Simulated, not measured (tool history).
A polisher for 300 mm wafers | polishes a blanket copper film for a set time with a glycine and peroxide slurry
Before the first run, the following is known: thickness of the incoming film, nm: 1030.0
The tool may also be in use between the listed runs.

run,hour,flow of slurry (ml/min),pressure of the wafer on the pad (psi),speed of the pad under the wafer (cm/s),polishing time (s),film removed (Å)
1,0,195,2.9,106,32,1911.2
2,4.8,195,2.9,124,32,2156.6
3,7.1,195,2.9,124,28,1909.1
4,7.6,200,3,124,28,1949
5,9.9,220,3,124,28,1965.5
6,14.2,220,3.1,124,28,1997.1
7,18.1,220,3.2,124,28,2066.1
8,19.9,220,3.3,124,28,2096.1

What does the tool deliver on the next run?
9,22.3,220,3.4,124,28,?

film removed (Å): 2150.6
